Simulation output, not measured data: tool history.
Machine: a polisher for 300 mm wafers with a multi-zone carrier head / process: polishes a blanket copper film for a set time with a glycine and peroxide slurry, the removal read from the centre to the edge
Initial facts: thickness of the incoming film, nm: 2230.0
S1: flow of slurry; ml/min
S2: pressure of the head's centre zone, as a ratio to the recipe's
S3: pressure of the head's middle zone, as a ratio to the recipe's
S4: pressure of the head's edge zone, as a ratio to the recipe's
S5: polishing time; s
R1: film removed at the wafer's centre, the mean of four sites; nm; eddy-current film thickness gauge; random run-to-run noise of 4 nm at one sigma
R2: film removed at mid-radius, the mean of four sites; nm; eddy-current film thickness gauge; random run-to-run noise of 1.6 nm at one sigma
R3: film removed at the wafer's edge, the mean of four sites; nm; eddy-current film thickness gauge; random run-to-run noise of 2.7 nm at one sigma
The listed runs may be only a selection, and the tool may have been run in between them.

run,hour,S1,S2,S3,S4,S5,R1,R2,R3
1,0,145,1,1,1,72,343.05,335.79,345.68
2,1.2,145,1,1.08,1,72,332.79,361.27,346.8
3,3.2,145,0.91,1.08,1,72,305.59,356.68,346.9
4,7.6,145,0.91,1.08,1,65,277.21,328.67,308.46
5,15.8,145,0.91,1.08,1,81,342.51,406.82,388.66
6,21.7,145,0.91,0.99,1,81,345.49,375.3,388.97
7,27.8,145,0.93,0.97,0.97,78,338.61,358.01,371.12
8,35.4,145,0.96,0.96,0.95,75,340.11,339.82,352.72
9,37.5,145,0.96,0.96,0.95,75,337.64,339.13,348.74

Predict the results of run 10:
10,46.1,140,0.98,0.94,0.93,73,?,?,?

Logged for run 10: R1 328.06 nm, R2 322.01 nm, R3 336.12 nm.

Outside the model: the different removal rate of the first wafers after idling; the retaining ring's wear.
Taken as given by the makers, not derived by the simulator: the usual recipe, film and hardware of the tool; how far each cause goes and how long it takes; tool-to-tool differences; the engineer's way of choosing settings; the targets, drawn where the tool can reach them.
